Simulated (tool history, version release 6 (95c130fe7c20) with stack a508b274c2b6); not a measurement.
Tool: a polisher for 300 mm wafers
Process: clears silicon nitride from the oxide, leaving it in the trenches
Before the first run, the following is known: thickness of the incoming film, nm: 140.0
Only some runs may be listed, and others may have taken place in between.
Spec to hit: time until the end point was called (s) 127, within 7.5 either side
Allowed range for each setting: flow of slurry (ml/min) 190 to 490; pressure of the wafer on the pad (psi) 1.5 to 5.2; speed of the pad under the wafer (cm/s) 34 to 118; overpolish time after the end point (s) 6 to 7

run,hour,flow of slurry (ml/min),pressure of the wafer on the pad (psi),speed of the pad under the wafer (cm/s),overpolish time after the end point (s),time until the end point was called (s)
1,0,315,3.3,76,7,173.83
2,6.1,315,3.4,76,7,160.74
3,12.5,315,3.5,76,7,161.49
4,19.8,315,3.5,76,7,165.78
5,26.7,275,3.5,76,7,165.85
6,34.7,275,3.6,76,7,157.66
7,37.6,275,3.7,76,7,154.86
8,39.7,275,3.8,76,7,152.98

Exactly one of the 5 candidate moves below puts every result within its allowed miss. Which one?
A,41.8,250,3.1,74,6,?
B,41.8,260,4,68,7,?
C,41.8,320,4.1,82,6,?
D,41.8,305,4.2,70,7,?
E,41.8,190,2.6,86,6,?

move,time until the end point was called (s)
A,190.13
B,160.63
C,128.99
D,147.34
E,198.7
A: the biggest miss grows against the last run
B: the biggest miss grows against the last run
C: every result lands within tolerance
D: gains on the last run, yet a result remains outside its allowed miss
E: the biggest miss grows against the last run
Answer: C
